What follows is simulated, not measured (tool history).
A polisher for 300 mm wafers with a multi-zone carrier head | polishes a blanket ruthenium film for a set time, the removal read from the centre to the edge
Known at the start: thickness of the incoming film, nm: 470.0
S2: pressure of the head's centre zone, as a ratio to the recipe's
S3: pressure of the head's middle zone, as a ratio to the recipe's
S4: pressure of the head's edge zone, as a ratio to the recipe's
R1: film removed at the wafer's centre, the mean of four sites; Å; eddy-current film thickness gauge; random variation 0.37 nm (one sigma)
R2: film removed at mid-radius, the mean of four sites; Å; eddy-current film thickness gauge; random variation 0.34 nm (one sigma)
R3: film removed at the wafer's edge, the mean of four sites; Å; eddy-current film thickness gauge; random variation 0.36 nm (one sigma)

{"run": 1, "day": 0.0, "flow of slurry (ml/min)": 260, "S2": 1.0, "S3": 1.0, "S4": 1.0, "polishing time (s)": 44, "R1": 248.35, "R2": 250.32, "R3": 246.8}
{"run": 2, "day": 0.092, "flow of slurry (ml/min)": 265, "S2": 1.02, "S3": 1.01, "S4": 1.02, "polishing time (s)": 46, "R1": 270.33, "R2": 263.24, "R3": 263.18}
{"run": 3, "day": 0.412, "flow of slurry (ml/min)": 265, "S2": 0.96, "S3": 1.01, "S4": 1.02, "polishing time (s)": 46, "R1": 252.47, "R2": 264.08, "R3": 269.55}
{"run": 4, "day": 0.733, "flow of slurry (ml/min)": 265, "S2": 0.96, "S3": 1.07, "S4": 1.02, "polishing time (s)": 46, "R1": 248.67, "R2": 277.65, "R3": 267.93}
{"run": 5, "day": 1.083, "flow of slurry (ml/min)": 265, "S2": 0.9, "S3": 1.07, "S4": 1.02, "polishing time (s)": 46, "R1": 234.35, "R2": 275.5, "R3": 263.96}
{"run": 6, "day": 1.246, "flow of slurry (ml/min)": 265, "S2": 0.95, "S3": 1.07, "S4": 1.02, "polishing time (s)": 46, "R1": 249.51, "R2": 278.7, "R3": 261.43}
{"run": 7, "day": 1.567, "flow of slurry (ml/min)": 265, "S2": 0.95, "S3": 1.07, "S4": 1.02, "polishing time (s)": 46, "R1": 251.57, "R2": 282.48, "R3": 266.25}
{"run": 8, "day": 1.942, "flow of slurry (ml/min)": 270, "S2": 0.97, "S3": 1.07, "S4": 1.04, "polishing time (s)": 47, "R1": 258.55, "R2": 284.19, "R3": 272.47}
{"run": 9, "day": 1.983, "flow of slurry (ml/min)": 275, "S2": 0.99, "S3": 1.07, "S4": 1.05, "polishing time (s)": 49, "R1": 277.3, "R2": 297.32, "R3": 290.54}

Run 10 comes next. What will it give?
{"run": 10, "day": 2.254, "flow of slurry (ml/min)": 280, "S2": 1.01, "S3": 1.08, "S4": 1.06, "polishing time (s)": 50, "R1": "?", "R2": "?", "R3": "?"}

{"run 10": {"R1": 288.43, "R2": 308.81, "R3": 296.07}}
